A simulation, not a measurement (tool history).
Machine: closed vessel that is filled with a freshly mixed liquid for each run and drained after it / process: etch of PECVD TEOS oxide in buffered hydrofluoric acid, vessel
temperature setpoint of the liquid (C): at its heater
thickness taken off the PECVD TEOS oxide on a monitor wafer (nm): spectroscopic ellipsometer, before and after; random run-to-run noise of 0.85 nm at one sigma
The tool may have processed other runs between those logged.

run	hour	temperature setpoint of the liquid (C)	parts of 40 % ammonium fluoride to one part of 49 % hydrofluoric acid (parts by volume)	time in the liquid (s)	thickness taken off the PECVD TEOS oxide on a monitor wafer (nm)
1	0.0	23.0	17.0	85	132.74
2	1.6	22.5	17.0	85	129.55
3	6.5	26.0	17.0	85	157.76
4	13.2	27.5	17.0	85	167.09
5	15.2	27.5	17.0	95	190.65
6	21.0	27.5	17.0	95	190.04
7	29.5	26.0	17.0	95	174.36

Predict the results of run 8:
8	36.8	22.0	17.5	95	?

thickness taken off the PECVD TEOS oxide on a monitor wafer (nm): 135.08
